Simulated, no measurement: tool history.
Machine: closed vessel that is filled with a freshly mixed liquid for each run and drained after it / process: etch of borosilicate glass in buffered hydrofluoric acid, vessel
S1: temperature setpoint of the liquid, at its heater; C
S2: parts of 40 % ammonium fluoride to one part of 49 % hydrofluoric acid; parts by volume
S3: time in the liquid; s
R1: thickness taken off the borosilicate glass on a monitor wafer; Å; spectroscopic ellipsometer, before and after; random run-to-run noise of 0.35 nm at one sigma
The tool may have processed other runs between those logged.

Run 1, hour 0: S1 22 C, S2 14 parts by volume, S3 95 s. Result: R1 791.49 Å.
Run 2, hour 6.9: S1 21 C, S2 14.5 parts by volume, S3 95 s. Result: R1 719.27 Å.
Run 3, hour 14.7: S1 20 C, S2 14.5 parts by volume, S3 95 s. Result: R1 678.34 Å.
Run 4, hour 16.9: S1 19.5 C, S2 14.5 parts by volume, S3 95 s. Result: R1 663.52 Å.
Run 5, hour 19.7: S1 19.5 C, S2 14.5 parts by volume, S3 95 s. Result: R1 658.69 Å.
Run 6, hour 28.2: S1 19.5 C, S2 11.5 parts by volume, S3 95 s. Result: R1 843.08 Å.

What will run 7 give?
Run 7, hour 30.8: S1 19 C, S2 12.5 parts by volume, S3 95 s. Result: R1 ?.

Run 7 came out at R1 752.57 Å.

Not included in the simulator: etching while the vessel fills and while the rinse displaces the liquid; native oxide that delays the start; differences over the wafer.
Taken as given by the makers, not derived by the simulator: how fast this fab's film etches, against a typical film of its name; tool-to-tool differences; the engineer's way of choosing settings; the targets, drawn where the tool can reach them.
